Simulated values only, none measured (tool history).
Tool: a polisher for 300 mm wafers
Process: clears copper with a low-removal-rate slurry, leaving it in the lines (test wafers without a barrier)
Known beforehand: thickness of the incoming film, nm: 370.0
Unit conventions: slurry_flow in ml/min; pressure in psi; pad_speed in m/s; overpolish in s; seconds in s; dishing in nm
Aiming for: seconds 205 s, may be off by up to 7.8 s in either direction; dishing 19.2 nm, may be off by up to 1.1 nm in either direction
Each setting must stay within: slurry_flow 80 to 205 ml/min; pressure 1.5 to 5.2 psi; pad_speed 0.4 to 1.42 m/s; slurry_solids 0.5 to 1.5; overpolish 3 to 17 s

run  hour  slurry_flow  pressure  pad_speed  slurry_solids  overpolish  seconds  dishing
  1     0          135       3.3        0.9              1           9    139.6   15.874
  2   4.4          130         3        0.9              1          10   155.41   16.145
  3  12.2          130         3        0.9              1          13   151.33   21.264
  4  18.2          125       2.8        0.9              1          13   159.92   19.934
  5  19.6          125       1.9        0.9              1          13   208.08   15.603
  6  24.1          125       1.9        0.9              1          10   209.31   12.521
  7  26.3          120         2        0.9              1          14    200.9   17.114
  8    35          120       1.9        0.9              1          15    208.7   17.775
  9  36.8          125       1.9        0.9              1          15   206.96   17.583

Which one of the following 4 next-run settings gets every result inside its allowed miss? There is exactly one.
  A  38.6          120         2       0.98            1.1          17        ?        ?
  B  38.6          155       1.6       0.96            1.1          16        ?        ?
  C  38.6          130       2.3        0.9              1          12        ?        ?
  D  38.6          140       2.1       0.98            0.9          16        ?        ?

move  seconds  dishing
   A      183   22.424
   B   205.26   19.102
   C    184.2   16.374
   D   183.54   21.233
A: the result that was furthest off in the last run now lies on the other side of its target
B: in spec on every target
C: its largest miss is bigger than the last run's
D: the result that was furthest off in the last run now lies on the other side of its target
B meets every target.

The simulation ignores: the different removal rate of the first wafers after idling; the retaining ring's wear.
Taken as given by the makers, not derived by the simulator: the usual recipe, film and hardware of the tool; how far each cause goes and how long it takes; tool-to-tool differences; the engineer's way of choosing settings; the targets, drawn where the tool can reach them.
